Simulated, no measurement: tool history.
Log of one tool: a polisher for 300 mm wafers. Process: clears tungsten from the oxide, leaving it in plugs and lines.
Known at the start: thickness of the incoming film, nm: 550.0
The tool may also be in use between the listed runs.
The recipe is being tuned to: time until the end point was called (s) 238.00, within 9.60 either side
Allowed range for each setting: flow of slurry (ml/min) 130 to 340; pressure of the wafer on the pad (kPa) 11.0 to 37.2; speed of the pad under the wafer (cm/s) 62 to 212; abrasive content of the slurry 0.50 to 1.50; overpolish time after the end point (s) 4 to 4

run  hour  flow of slurry (ml/min)  pressure of the wafer on the pad (kPa)  speed of the pad under the wafer (cm/s)  abrasive content of the slurry  overpolish time after the end point (s)  time until the end point was called (s)
  1   0.0                      220                                    24.1                                      136                            1.00                                        4                                   117.56
  2   9.0                      220                                    27.6                                      136                            1.00                                        4                                   103.84
  3   9.7                      220                                    27.6                                      136                            0.80                                        4                                   110.01
  4  15.8                      220                                    27.6                                      110                            0.80                                        4                                   136.08
  5  22.0                      220                                    27.6                                      110                            0.90                                        4                                   128.43
  6  26.4                      220                                    24.1                                      108                            0.90                                        4                                   151.67
  7  34.5                      220                                    21.4                                      108                            0.90                                        4                                   166.93
  8  36.5                      220                                    19.3                                      108                            0.90                                        4                                   183.53
  9  42.3                      220                                    17.9                                      108                            0.90                                        4                                   197.15
 10  47.3                      220                                    17.2                                      108                            0.90                                        4                                   200.83
 11  51.1                      220                                    16.5                                      108                            0.90                                        4                                   208.93
 12  58.1                      220                                    15.9                                      108                            0.90                                        4                                   222.33
 13  64.6                      220                                    15.2                                      108                            0.90                                        4                                   230.22

Of the 4 settings listed for the next run, only one would bring every result within its allowed miss of target. Which one?
  A  71.1                      135                                    17.9                                      102                            0.95                                        4                                        ?
  B  71.1                      190                                    17.2                                       94                            0.90                                        4                                        ?
  C  71.1                      190                                    18.6                                      100                            0.90                                        4                                        ?
  D  71.1                      230                                    14.5                                       98                            0.85                                        4                                        ?

move  time until the end point was called (s)
   A                                   216.73
   B                                   236.19
   C                                   207.60
   D                                   260.74
A: the biggest miss grows against the last run
B: all results in spec
C: the biggest miss grows against the last run
D: takes the biggest miss from the last run beyond its target
Go with B: it meets all targets.
